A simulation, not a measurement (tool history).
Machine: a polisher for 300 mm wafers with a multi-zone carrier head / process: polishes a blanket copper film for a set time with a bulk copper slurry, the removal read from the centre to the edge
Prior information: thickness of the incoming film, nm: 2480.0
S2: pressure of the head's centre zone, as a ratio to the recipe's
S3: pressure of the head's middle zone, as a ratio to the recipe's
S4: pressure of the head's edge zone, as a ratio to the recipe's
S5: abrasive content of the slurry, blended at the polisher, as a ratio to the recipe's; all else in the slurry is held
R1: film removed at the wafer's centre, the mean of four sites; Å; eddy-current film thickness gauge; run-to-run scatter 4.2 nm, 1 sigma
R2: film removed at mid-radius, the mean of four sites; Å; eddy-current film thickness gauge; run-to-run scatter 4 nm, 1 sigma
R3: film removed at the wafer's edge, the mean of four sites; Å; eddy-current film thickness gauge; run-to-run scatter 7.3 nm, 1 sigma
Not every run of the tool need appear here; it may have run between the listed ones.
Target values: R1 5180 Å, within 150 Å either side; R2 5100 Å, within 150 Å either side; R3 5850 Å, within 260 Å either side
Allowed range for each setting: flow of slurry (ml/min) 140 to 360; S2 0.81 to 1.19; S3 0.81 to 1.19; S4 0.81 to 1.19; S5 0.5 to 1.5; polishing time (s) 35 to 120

{"run": 1, "day": 0.0, "flow of slurry (ml/min)": 230, "S2": 1, "S3": 1, "S4": 1, "S5": 1, "polishing time (s)": 77, "R1": 7192.5, "R2": 7432, "R3": 7092.3}
{"run": 2, "day": 0.35, "flow of slurry (ml/min)": 230, "S2": 1, "S3": 1, "S4": 1.07, "S5": 1, "polishing time (s)": 77, "R1": 7373.3, "R2": 7291.3, "R3": 7352.3}
{"run": 3, "day": 0.625, "flow of slurry (ml/min)": 285, "S2": 1, "S3": 1, "S4": 1.07, "S5": 1, "polishing time (s)": 77, "R1": 7490.8, "R2": 7439.1, "R3": 7401.9}
{"run": 4, "day": 0.779, "flow of slurry (ml/min)": 285, "S2": 1, "S3": 1.06, "S4": 1.07, "S5": 1, "polishing time (s)": 77, "R1": 7513.6, "R2": 8021.5, "R3": 7485.5}
{"run": 5, "day": 1.054, "flow of slurry (ml/min)": 285, "S2": 1, "S3": 1.02, "S4": 1.07, "S5": 1, "polishing time (s)": 77, "R1": 7544.6, "R2": 7682.4, "R3": 7471.8}
{"run": 6, "day": 1.133, "flow of slurry (ml/min)": 275, "S2": 0.96, "S3": 0.97, "S4": 1.05, "S5": 0.85, "polishing time (s)": 76, "R1": 6929.3, "R2": 6861.7, "R3": 7063.3}
{"run": 7, "day": 1.358, "flow of slurry (ml/min)": 210, "S2": 0.86, "S3": 0.87, "S4": 0.95, "S5": 0.6, "polishing time (s)": 72, "R1": 5119.8, "R2": 5118.2, "R3": 5559.2}
{"run": 8, "day": 1.721, "flow of slurry (ml/min)": 210, "S2": 0.86, "S3": 0.87, "S4": 0.97, "S5": 0.6, "polishing time (s)": 72, "R1": 5106.7, "R2": 5088.3, "R3": 5591.1}
{"run": 9, "day": 1.962, "flow of slurry (ml/min)": 210, "S2": 0.86, "S3": 0.87, "S4": 0.98, "S5": 0.6, "polishing time (s)": 72, "R1": 5025.2, "R2": 5193.8, "R3": 5556.2}

Consider the 4 candidate settings below. Which is the only one whose results all fall within their allowed miss of target?
{"run": "A", "day": 2.204, "flow of slurry (ml/min)": 205, "S2": 0.97, "S3": 0.93, "S4": 0.91, "S5": 0.9, "polishing time (s)": 59, "R1": "?", "R2": "?", "R3": "?"}
{"run": "B", "day": 2.204, "flow of slurry (ml/min)": 230, "S2": 0.83, "S3": 0.81, "S4": 0.98, "S5": 0.65, "polishing time (s)": 73, "R1": "?", "R2": "?", "R3": "?"}
{"run": "C", "day": 2.204, "flow of slurry (ml/min)": 215, "S2": 0.84, "S3": 0.89, "S4": 1.02, "S5": 0.65, "polishing time (s)": 73, "R1": "?", "R2": "?", "R3": "?"}
{"run": "D", "day": 2.204, "flow of slurry (ml/min)": 350, "S2": 0.9, "S3": 0.94, "S4": 0.92, "S5": 0.5, "polishing time (s)": 71, "R1": "?", "R2": "?", "R3": "?"}

move=A R1=5201.3 R2=5163.9 R3=4850.9
move=B R1=5202.4 R2=5228 R3=5680.8
move=C R1=5200.3 R2=5594.5 R3=5744.5
move=D R1=5161.1 R2=5461.7 R3=5032.1
A: its largest miss is bigger than the last run's
B: hits every target within its allowed miss
C: the furthest-off result lands on target, but another misses its tolerance
D: its largest miss is bigger than the last run's
Go with B: it meets all targets.
